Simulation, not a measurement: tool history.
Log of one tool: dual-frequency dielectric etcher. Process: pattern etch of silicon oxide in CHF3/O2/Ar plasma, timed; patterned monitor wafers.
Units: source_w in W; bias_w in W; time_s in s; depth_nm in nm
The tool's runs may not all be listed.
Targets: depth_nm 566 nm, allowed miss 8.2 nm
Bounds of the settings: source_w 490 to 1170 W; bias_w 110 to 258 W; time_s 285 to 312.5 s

Run 1, hour 0: source_w 830 W, bias_w 184 W, time_s 312.5 s. Result: depth_nm 649.1 nm.
Run 2, hour 7.6: source_w 740 W, bias_w 184 W, time_s 312.5 s. Result: depth_nm 615 nm.
Run 3, hour 13: source_w 720 W, bias_w 184 W, time_s 312.5 s. Result: depth_nm 603.38 nm.
Run 4, hour 19.6: source_w 840 W, bias_w 184 W, time_s 312.5 s. Result: depth_nm 655.3 nm.
Run 5, hour 28.3: source_w 840 W, bias_w 184 W, time_s 285 s. Result: depth_nm 599.67 nm.
Run 6, hour 30: source_w 820 W, bias_w 184 W, time_s 285 s. Result: depth_nm 593.19 nm.
Run 7, hour 35: source_w 810 W, bias_w 184 W, time_s 285 s. Result: depth_nm 587.97 nm.
Run 8, hour 37.3: source_w 800 W, bias_w 184 W, time_s 285 s. Result: depth_nm 582.72 nm.
Run 9, hour 45.5: source_w 790 W, bias_w 184 W, time_s 285 s. Result: depth_nm 579.62 nm.
Run 10, hour 53.9: source_w 780 W, bias_w 184 W, time_s 285 s. Result: depth_nm 576.83 nm.

4 next moves are on the table. One of them brings every result within its allowed miss. Which?
Run A, hour 62.3: source_w 760 W, bias_w 163 W, time_s 291 s. Result: depth_nm ?.
Run B, hour 62.3: source_w 810 W, bias_w 176 W, time_s 288.5 s. Result: depth_nm ?.
Run C, hour 62.3: source_w 720 W, bias_w 176 W, time_s 288.5 s. Result: depth_nm ?.
Run D, hour 62.3: source_w 730 W, bias_w 189 W, time_s 285 s. Result: depth_nm ?.

move  depth_nm
   A    541.49
   B    577.91
   C    544.62
   D     562.9
A: takes the result that was furthest off past its target
B: further off than the last run
C: takes the result that was furthest off past its target
D: meets every target
The right move is D.
